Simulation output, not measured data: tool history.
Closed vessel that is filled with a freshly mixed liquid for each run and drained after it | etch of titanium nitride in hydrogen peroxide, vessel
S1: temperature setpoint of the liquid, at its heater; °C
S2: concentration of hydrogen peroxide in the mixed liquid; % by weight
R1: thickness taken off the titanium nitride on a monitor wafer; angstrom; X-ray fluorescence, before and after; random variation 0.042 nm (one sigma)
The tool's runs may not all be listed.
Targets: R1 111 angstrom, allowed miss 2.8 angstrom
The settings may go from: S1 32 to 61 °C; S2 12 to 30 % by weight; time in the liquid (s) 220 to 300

Run 1, hour 0: S1 45 °C, S2 21.5 % by weight, time in the liquid (s) 300. Result: R1 179.33 angstrom.
Run 2, hour 1.2: S1 42 °C, S2 21.5 % by weight, time in the liquid (s) 300. Result: R1 143.53 angstrom.
Run 3, hour 4.5: S1 41.5 °C, S2 21.5 % by weight, time in the liquid (s) 300. Result: R1 138.2 angstrom.
Run 4, hour 7.6: S1 41 °C, S2 21.5 % by weight, time in the liquid (s) 300. Result: R1 132.6 angstrom.
Run 5, hour 14.9: S1 41 °C, S2 25 % by weight, time in the liquid (s) 300. Result: R1 137.45 angstrom.
Run 6, hour 20.8: S1 41 °C, S2 25 % by weight, time in the liquid (s) 220. Result: R1 100.1 angstrom.
Run 7, hour 22.2: S1 41 °C, S2 25 % by weight, time in the liquid (s) 220. Result: R1 100.9 angstrom.
Run 8, hour 23.3: S1 41.5 °C, S2 25 % by weight, time in the liquid (s) 220. Result: R1 104.25 angstrom.

Which of these 4 next moves meets every target?
Run A, hour 24.4: S1 41 °C, S2 23 % by weight, time in the liquid (s) 230. Result: R1 ?.
Run B, hour 24.4: S1 40.5 °C, S2 24 % by weight, time in the liquid (s) 230. Result: R1 ?.
Run C, hour 24.4: S1 41 °C, S2 25.5 % by weight, time in the liquid (s) 225. Result: R1 ?.
Run D, hour 24.4: S1 39.5 °C, S2 29 % by weight, time in the liquid (s) 265. Result: R1 ?.

move      R1
   A  102.52
   B  99.581
   C  102.56
   D  110.74
A: further off than the last run
B: further off than the last run
C: further off than the last run
D: meets every target
The right move is D.
